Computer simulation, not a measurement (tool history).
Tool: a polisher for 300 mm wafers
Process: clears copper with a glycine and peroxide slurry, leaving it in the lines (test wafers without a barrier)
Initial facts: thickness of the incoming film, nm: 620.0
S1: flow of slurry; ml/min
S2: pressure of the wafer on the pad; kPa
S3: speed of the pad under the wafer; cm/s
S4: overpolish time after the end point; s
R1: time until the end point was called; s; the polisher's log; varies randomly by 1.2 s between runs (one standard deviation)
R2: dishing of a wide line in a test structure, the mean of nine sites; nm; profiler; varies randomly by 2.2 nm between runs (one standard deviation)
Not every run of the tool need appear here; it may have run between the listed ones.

| run | hour | S1 | S2 | S3 | S4 | R1 | R2 |
|---|---|---|---|---|---|---|---|
| 1 | 0.0 | 230 | 23.4 | 98 | 22 | 88.595 | 86.508 |
| 2 | 1.2 | 230 | 26.2 | 98 | 24 | 81.443 | 97.882 |
| 3 | 5.7 | 230 | 26.2 | 74 | 24 | 106.410 | 82.107 |
| 4 | 12.8 | 230 | 26.2 | 74 | 27 | 103.390 | 88.522 |
|  | 15.1 | worn pad replaced by a new one |
| 5 | 15.1 | 230 | 26.2 | 74 | 33 | 96.256 | 109.950 |
| 6 | 21.3 | 230 | 29.0 | 74 | 33 | 89.992 | 115.620 |

Forecast run 7:
| 7 | 25.1 | 230 | 31.0 | 78 | 32 | ? | ? |

Run 7 came out at R1 82.247 s, R2 121.790 nm.
